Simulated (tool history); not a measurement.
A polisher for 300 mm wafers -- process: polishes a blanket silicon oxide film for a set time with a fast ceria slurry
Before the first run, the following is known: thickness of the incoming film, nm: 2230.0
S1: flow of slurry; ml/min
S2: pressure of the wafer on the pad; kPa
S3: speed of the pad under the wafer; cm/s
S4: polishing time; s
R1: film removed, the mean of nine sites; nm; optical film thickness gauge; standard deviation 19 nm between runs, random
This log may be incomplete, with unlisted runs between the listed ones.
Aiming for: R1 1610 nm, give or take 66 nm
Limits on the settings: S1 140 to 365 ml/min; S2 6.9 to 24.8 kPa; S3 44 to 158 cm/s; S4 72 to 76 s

| run | day | S1 | S2 | S3 | S4 | R1 |
|---|---|---|---|---|---|---|
| 1 | 0 | 235 | 15.9 | 100 | 72 | 868.16 |
| 2 | 0.025 | 235 | 15.9 | 100 | 72 | 865.83 |
| 3 | 0.096 | 235 | 15.9 | 80 | 72 | 685.07 |
| 4 | 0.371 | 185 | 15.9 | 80 | 72 | 672.49 |
| 5 | 0.658 | 140 | 15.9 | 80 | 72 | 616.56 |
| 6 | 0.817 | 140 | 15.9 | 80 | 76 | 640.13 |
| 7 | 0.862 | 160 | 17.2 | 82 | 76 | 729.29 |
|  | 1.108 | slurry nozzle cleaned |
| 8 | 1.108 | 175 | 17.9 | 86 | 76 | 914.4 |
| 9 | 1.2 | 190 | 18.6 | 86 | 76 | 922 |
| 10 | 1.45 | 200 | 19.3 | 86 | 76 | 997.95 |
| 11 | 1.812 | 210 | 20 | 86 | 76 | 1015.1 |

Which of these 4 next moves meets every target?
| A | 2.175 | 245 | 20.7 | 128 | 76 | ? |
| B | 2.175 | 140 | 17.2 | 60 | 72 | ? |
| C | 2.175 | 225 | 24.8 | 96 | 76 | ? |
| D | 2.175 | 185 | 22.1 | 114 | 76 | ? |

| move | R1 |
|---|---|
| A | 1567.3 |
| B | 554.39 |
| C | 1386.1 |
| D | 1429.7 |
A: every result within its allowed miss
B: the biggest miss grows against the last run
C: an improvement on the last run, though not all results are within tolerance
D: an improvement on the last run, though not all results are within tolerance
Move A is the one to make.
